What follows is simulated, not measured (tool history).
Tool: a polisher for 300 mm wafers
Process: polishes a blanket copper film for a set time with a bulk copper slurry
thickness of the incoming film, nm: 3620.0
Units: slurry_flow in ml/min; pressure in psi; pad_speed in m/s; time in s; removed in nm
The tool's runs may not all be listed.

run 1 hour=0.0 | slurry_flow=240 pressure=2.7 pad_speed=0.88 slurry_solids=1.0 time=57 | removed=350.96
run 2 hour=7.5 | slurry_flow=240 pressure=2.7 pad_speed=1.08 slurry_solids=1.0 time=57 | removed=432.92
run 3 hour=13.4 | slurry_flow=240 pressure=2.5 pad_speed=1.08 slurry_solids=1.0 time=57 | removed=400.70
run 4 hour=21.1 | slurry_flow=240 pressure=2.3 pad_speed=1.08 slurry_solids=1.0 time=57 | removed=369.87
run 5 hour=29.9 | slurry_flow=240 pressure=2.3 pad_speed=1.08 slurry_solids=1.1 time=57 | removed=381.44
run 6 hour=32.6 | slurry_flow=240 pressure=2.3 pad_speed=1.22 slurry_solids=1.1 time=57 | removed=428.81
run 7 hour=36.8 | slurry_flow=240 pressure=2.1 pad_speed=1.20 slurry_solids=1.1 time=57 | removed=386.96
run 8 hour=44.3 | slurry_flow=240 pressure=2.0 pad_speed=1.20 slurry_solids=1.1 time=57 | removed=371.96
run 9 hour=45.6 | slurry_flow=240 pressure=1.9 pad_speed=1.20 slurry_solids=1.1 time=57 | removed=356.62
run 10 hour=48.2 | slurry_flow=240 pressure=1.8 pad_speed=1.20 slurry_solids=1.1 time=57 | removed=337.45
run 11 hour=50.3 | slurry_flow=240 pressure=1.7 pad_speed=1.20 slurry_solids=1.1 time=57 | removed=319.66
run 12 hour=53.9 | slurry_flow=240 pressure=1.6 pad_speed=1.20 slurry_solids=1.1 time=57 | removed=305.66

Run 13 comes next. What will it give?
run 13 hour=59.8 | slurry_flow=240 pressure=1.5 pad_speed=1.20 slurry_solids=1.1 time=57 | removed=?

Run 13 gave removed 286.51 nm.
